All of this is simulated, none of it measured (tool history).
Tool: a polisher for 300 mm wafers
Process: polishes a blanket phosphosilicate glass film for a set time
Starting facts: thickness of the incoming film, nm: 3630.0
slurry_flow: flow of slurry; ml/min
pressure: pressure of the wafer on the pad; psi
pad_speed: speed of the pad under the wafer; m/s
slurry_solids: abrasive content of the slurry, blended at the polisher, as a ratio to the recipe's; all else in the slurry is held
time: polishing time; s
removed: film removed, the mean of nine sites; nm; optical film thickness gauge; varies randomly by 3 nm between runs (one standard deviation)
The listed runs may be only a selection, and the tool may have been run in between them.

run	day	slurry_flow	pressure	pad_speed	slurry_solids	time	removed
1	0.000	170	4.1	0.86	1.0	59	549.23
2	0.108	170	3.4	0.86	1.0	59	494.59
3	0.475	160	3.2	0.86	1.0	59	475.47
4	0.738	160	3.0	0.86	1.0	59	455.41
5	0.779	160	3.0	0.68	1.0	59	372.91
6	1.138	160	3.0	0.60	1.0	59	342.61
7	1.175	165	3.4	0.60	1.0	59	366.92
8	1.229	170	3.7	0.60	1.0	59	388.35

Run 9 has not been measured yet. What should we expect?
9	1.379	175	3.9	0.60	1.0	59	?

{"run 9": {"removed": 409.11}}
